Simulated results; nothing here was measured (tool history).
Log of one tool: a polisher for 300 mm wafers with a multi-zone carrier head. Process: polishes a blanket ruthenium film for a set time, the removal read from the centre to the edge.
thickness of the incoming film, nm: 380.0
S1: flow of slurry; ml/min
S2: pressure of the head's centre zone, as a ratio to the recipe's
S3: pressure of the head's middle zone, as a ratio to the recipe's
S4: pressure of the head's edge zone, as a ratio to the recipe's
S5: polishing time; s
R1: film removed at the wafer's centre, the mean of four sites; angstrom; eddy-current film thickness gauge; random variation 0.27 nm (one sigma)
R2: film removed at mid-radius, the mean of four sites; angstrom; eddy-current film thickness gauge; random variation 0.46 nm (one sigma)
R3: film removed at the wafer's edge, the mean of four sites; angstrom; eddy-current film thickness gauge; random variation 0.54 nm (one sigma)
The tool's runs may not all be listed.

run 1 hour=0 | S1=125 S2=1 S3=1 S4=1 S5=50 | R1=411.35 R2=385.15 R3=409.7
run 2 hour=7.8 | S1=125 S2=0.93 S3=1 S4=1 S5=50 | R1=379.64 R2=388.91 R3=414.38
run 3 hour=11.6 | S1=125 S2=0.93 S3=0.96 S4=1 S5=50 | R1=375.29 R2=379.15 R3=421.39
run 4 hour=12.6 | S1=150 S2=0.93 S3=0.96 S4=1 S5=50 | R1=398.13 R2=390.78 R3=422.07
run 5 hour=20 | S1=150 S2=0.9 S3=0.96 S4=1 S5=50 | R1=378.31 R2=388.86 R3=420.1
run 6 hour=23.9 | S1=150 S2=0.9 S3=0.89 S4=1 S5=50 | R1=379.16 R2=364.5 R3=419.17
run 7 hour=25.4 | S1=155 S2=0.89 S3=0.92 S4=0.98 S5=50 | R1=378.94 R2=375.1 R3=423.37

Forecast run 8:
run 8 hour=30.6 | S1=160 S2=0.89 S3=0.96 S4=0.98 S5=50 | R1=? R2=? R3=?

{"run 8": {"R1": 375.79, "R2": 390.11, "R3": 422.36}}
